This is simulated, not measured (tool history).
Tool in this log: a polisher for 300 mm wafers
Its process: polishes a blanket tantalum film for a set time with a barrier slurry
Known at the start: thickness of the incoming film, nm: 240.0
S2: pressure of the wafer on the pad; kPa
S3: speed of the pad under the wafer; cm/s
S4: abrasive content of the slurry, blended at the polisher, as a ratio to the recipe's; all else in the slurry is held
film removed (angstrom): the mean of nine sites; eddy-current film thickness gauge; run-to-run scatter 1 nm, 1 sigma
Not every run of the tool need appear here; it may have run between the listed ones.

run 1 hour=0.0 | flow_of_slurry_(ml/min)=305 S2=13.1 S3=106 S4=1.0 polishing_time_(s)=67 | film_removed_(angstrom)=1209.50
run 2 hour=3.1 | flow_of_slurry_(ml/min)=305 S2=11.0 S3=106 S4=1.0 polishing_time_(s)=67 | film_removed_(angstrom)=1069.10
run 3 hour=3.6 | flow_of_slurry_(ml/min)=305 S2=11.0 S3=94 S4=1.0 polishing_time_(s)=67 | film_removed_(angstrom)=965.24
run 4 hour=8.7 | flow_of_slurry_(ml/min)=375 S2=11.0 S3=94 S4=1.0 polishing_time_(s)=67 | film_removed_(angstrom)=981.90
run 5 hour=13.7 | flow_of_slurry_(ml/min)=405 S2=11.0 S3=94 S4=1.0 polishing_time_(s)=67 | film_removed_(angstrom)=982.37
run 6 hour=15.8 | flow_of_slurry_(ml/min)=405 S2=11.0 S3=114 S4=1.0 polishing_time_(s)=67 | film_removed_(angstrom)=1184.60

What will run 7 give?
run 7 hour=22.7 | flow_of_slurry_(ml/min)=405 S2=12.4 S3=114 S4=1.0 polishing_time_(s)=67 | film_removed_(angstrom)=?

{"run 7": {"film removed (angstrom)": 1273.0}}

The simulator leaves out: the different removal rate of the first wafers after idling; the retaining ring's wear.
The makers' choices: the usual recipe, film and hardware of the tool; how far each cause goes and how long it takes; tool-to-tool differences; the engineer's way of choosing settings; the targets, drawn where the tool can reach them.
